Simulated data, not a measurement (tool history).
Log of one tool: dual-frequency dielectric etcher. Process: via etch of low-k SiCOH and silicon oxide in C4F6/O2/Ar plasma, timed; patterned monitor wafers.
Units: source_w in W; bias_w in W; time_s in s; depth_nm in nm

run,day,source_w,bias_w,time_s,depth_nm
1,0.000,390,151,69.5,173.72
2,0.288,390,161,69.5,176.08
3,0.546,430,161,69.5,180.75
4,0.638,430,151,69.5,177.95
5,0.971,430,151,69.5,177.85
6,1.283,370,144,69.5,169.81

Run 7 comes next. What will it give?
7,1.588,330,136,69.5,?

Run 7 gave depth_nm 161.84 nm.

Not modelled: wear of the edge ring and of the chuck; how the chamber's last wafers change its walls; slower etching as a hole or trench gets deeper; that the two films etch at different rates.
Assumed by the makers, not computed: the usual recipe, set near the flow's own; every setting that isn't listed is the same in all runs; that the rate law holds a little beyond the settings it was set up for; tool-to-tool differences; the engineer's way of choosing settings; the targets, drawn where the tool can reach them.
